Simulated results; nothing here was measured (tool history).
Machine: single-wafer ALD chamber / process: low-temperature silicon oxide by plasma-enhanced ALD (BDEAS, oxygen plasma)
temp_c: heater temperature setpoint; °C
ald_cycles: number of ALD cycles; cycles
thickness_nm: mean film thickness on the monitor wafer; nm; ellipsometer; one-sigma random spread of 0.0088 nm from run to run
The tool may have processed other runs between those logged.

{"run": 1, "day": 0.0, "temp_c": 90, "ald_cycles": 38, "thickness_nm": 5.0145}
{"run": 2, "day": 0.146, "temp_c": 85, "ald_cycles": 38, "thickness_nm": 5.1458}
{"run": 3, "day": 0.492, "temp_c": 81, "ald_cycles": 38, "thickness_nm": 5.2259}
{"run": 4, "day": 0.804, "temp_c": 73, "ald_cycles": 38, "thickness_nm": 5.3458}
{"run": 5, "day": 0.967, "temp_c": 66, "ald_cycles": 38, "thickness_nm": 5.5402}
{"run": 6, "day": 1.121, "temp_c": 70, "ald_cycles": 36, "thickness_nm": 5.1372}
{"day": 1.421, "done": "thermocouple changed; heater temperature recalibrated"}
{"run": 7, "day": 1.421, "temp_c": 73, "ald_cycles": 35, "thickness_nm": 5.0448}
{"run": 8, "day": 1.592, "temp_c": 76, "ald_cycles": 34, "thickness_nm": 4.8436}

What will run 9 give?
{"run": 9, "day": 1.767, "temp_c": 78, "ald_cycles": 33, "thickness_nm": "?"}

Run 9 measured thickness_nm 4.6541 nm.
